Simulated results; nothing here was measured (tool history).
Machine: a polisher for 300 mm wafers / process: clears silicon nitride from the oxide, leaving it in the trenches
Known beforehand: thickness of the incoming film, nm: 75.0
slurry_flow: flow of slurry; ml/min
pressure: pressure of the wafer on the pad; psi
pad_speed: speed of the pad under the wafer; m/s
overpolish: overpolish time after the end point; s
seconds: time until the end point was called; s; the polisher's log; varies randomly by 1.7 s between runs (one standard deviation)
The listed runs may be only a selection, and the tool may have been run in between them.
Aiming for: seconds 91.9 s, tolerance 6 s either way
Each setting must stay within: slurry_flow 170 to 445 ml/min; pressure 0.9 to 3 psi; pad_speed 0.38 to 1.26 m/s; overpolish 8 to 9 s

| run | day | slurry_flow | pressure | pad_speed | overpolish | seconds |
|---|---|---|---|---|---|---|
| 1 | 0 | 285 | 1.9 | 0.82 | 9 | 158.19 |
| 2 | 0.229 | 285 | 2.2 | 0.84 | 9 | 131.92 |
| 3 | 0.525 | 285 | 2.4 | 0.86 | 9 | 117.75 |
| 4 | 0.567 | 285 | 2.5 | 0.86 | 9 | 115.1 |
| 5 | 0.846 | 285 | 2.6 | 0.88 | 9 | 110.8 |
| 6 | 1.079 | 285 | 2.6 | 0.88 | 8 | 111.49 |
| 7 | 1.375 | 285 | 2.6 | 0.88 | 8 | 108.12 |
| 8 | 1.588 | 285 | 2.7 | 0.88 | 8 | 108.05 |
| 9 | 1.767 | 285 | 2.8 | 0.9 | 8 | 101.8 |

Next run, 4 choices. One meets every target within its allowed miss, the rest don't. Which?
| A | 1.946 | 250 | 3 | 1.14 | 8 | ? |
| B | 1.946 | 330 | 2.4 | 1 | 9 | ? |
| C | 1.946 | 270 | 2.7 | 1.02 | 8 | ? |
| D | 1.946 | 295 | 2.8 | 1.14 | 8 | ? |

| move | seconds |
|---|---|
| A | 75.737 |
| B | 100.37 |
| C | 91.191 |
| D | 78.879 |
A: takes the biggest miss from the last run beyond its target
B: moves toward the targets from the last run without getting all of them in spec
C: all results land within tolerance of their targets
D: takes the biggest miss from the last run beyond its target
The right move is C.
